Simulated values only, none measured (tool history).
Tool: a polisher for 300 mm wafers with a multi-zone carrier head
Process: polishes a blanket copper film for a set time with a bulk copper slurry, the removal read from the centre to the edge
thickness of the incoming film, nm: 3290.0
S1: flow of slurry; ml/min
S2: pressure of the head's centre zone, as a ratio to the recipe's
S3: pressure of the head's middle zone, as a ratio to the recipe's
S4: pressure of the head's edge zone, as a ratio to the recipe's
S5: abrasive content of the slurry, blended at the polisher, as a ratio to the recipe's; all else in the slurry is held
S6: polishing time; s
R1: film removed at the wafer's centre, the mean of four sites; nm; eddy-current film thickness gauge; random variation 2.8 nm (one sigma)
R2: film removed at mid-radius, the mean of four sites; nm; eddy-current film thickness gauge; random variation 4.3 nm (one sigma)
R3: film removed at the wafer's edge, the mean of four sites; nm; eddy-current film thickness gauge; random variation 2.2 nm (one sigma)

run 1 hour=0.0 | S1=155 S2=1.00 S3=1.00 S4=1.00 S5=1.00 S6=38 | R1=244.56 R2=239.83 R3=242.30
run 2 hour=5.3 | S1=155 S2=1.00 S3=1.00 S4=1.00 S5=1.10 S6=38 | R1=249.35 R2=248.96 R3=248.79
run 3 hour=10.3 | S1=155 S2=1.00 S3=1.00 S4=0.95 S5=1.10 S6=38 | R1=245.18 R2=247.03 R3=243.68
run 4 hour=16.4 | S1=155 S2=1.07 S3=1.00 S4=0.95 S5=1.10 S6=38 | R1=262.95 R2=249.98 R3=243.40
run 5 hour=19.7 | S1=155 S2=1.07 S3=1.00 S4=0.95 S5=0.90 S6=38 | R1=253.41 R2=235.43 R3=230.20
run 6 hour=24.8 | S1=160 S2=1.04 S3=1.02 S4=0.98 S5=1.00 S6=38 | R1=254.89 R2=241.76 R3=240.83
run 7 hour=33.0 | S1=155 S2=1.01 S3=1.04 S4=0.97 S5=1.10 S6=39 | R1=254.42 R2=258.78 R3=254.90
run 8 hour=40.1 | S1=165 S2=1.00 S3=1.06 S4=0.96 S5=1.15 S6=39 | R1=259.76 R2=271.40 R3=254.03
run 9 hour=47.7 | S1=165 S2=0.98 S3=1.08 S4=0.98 S5=1.20 S6=40 | R1=265.17 R2=285.63 R3=266.52
run 10 hour=50.3 | S1=210 S2=0.88 S3=1.18 S4=1.08 S5=1.45 S6=41 | R1=270.73 R2=341.84 R3=308.27

The next listed run, before its measurement:
run 11 hour=55.2 | S1=215 S2=0.88 S3=1.18 S4=1.09 S5=1.45 S6=41 | R1=? R2=? R3=?

{"run 11": {"R1": 273.01, "R2": 348.62, "R3": 306.38}}

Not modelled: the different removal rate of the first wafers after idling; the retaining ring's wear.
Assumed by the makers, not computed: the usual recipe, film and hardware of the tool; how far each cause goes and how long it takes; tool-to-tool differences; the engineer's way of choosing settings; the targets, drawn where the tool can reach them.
